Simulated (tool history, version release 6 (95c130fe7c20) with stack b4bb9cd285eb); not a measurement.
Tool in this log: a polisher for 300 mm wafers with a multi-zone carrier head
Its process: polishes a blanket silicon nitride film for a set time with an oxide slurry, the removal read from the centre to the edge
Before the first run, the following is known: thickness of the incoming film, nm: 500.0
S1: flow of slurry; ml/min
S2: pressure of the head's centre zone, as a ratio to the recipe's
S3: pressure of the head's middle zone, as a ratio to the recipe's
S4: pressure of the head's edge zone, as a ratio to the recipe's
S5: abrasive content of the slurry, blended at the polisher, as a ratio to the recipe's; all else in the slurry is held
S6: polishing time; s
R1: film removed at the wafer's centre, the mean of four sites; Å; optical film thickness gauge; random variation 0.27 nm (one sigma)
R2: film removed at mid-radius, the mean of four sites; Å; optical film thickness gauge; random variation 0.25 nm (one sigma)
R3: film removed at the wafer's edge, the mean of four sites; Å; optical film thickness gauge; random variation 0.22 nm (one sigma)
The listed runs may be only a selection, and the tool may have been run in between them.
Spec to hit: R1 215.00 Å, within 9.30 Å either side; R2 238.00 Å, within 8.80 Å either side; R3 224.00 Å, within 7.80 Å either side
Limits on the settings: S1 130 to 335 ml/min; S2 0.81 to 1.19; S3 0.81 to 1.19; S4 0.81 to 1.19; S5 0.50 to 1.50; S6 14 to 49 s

run	hour	S1	S2	S3	S4	S5	S6	R1	R2	R3
1	0.0	215	1.00	1.00	1.00	1.00	31	150.44	155.56	163.06
2	7.0	215	1.00	1.00	1.05	1.00	31	153.44	156.28	166.73
3	15.2	250	1.00	1.00	1.05	1.00	31	158.38	158.59	169.27
4	18.5	250	1.01	1.03	1.06	1.10	31	168.66	171.38	180.31
5	24.3	255	1.02	1.06	1.06	1.15	31	173.09	181.82	184.33
6	27.6	255	0.93	1.06	1.06	1.15	31	161.96	179.80	189.26
7	32.5	260	0.95	1.08	1.07	1.20	31	170.53	191.96	189.96
8	36.0	260	0.99	1.07	1.11	1.45	33	199.27	222.56	229.26
9	44.2	265	1.00	1.08	1.10	1.45	33	206.76	222.87	227.32

Of the 5 settings listed for the next run, only one would bring every result within its allowed miss of target. Which one?
A	52.4	235	0.92	1.10	1.17	1.45	33	?	?	?
B	52.4	260	0.95	1.17	1.11	1.45	33	?	?	?
C	52.4	335	1.00	1.14	0.93	1.45	33	?	?	?
D	52.4	290	1.07	1.17	1.09	1.40	33	?	?	?
E	52.4	245	0.96	1.09	1.10	1.50	32	?	?	?

move	R1	R2	R3
A	187.21	223.49	232.37
B	194.18	238.60	227.89
C	207.09	239.42	212.77
D	210.84	237.67	224.31
E	190.79	219.28	222.17
A: the biggest miss grows against the last run
B: brings the result that was furthest off to its target, and leaves another outside
C: brings the result that was furthest off to its target, and leaves another outside
D: meets every target
E: the biggest miss grows against the last run
Move D is the one to make.

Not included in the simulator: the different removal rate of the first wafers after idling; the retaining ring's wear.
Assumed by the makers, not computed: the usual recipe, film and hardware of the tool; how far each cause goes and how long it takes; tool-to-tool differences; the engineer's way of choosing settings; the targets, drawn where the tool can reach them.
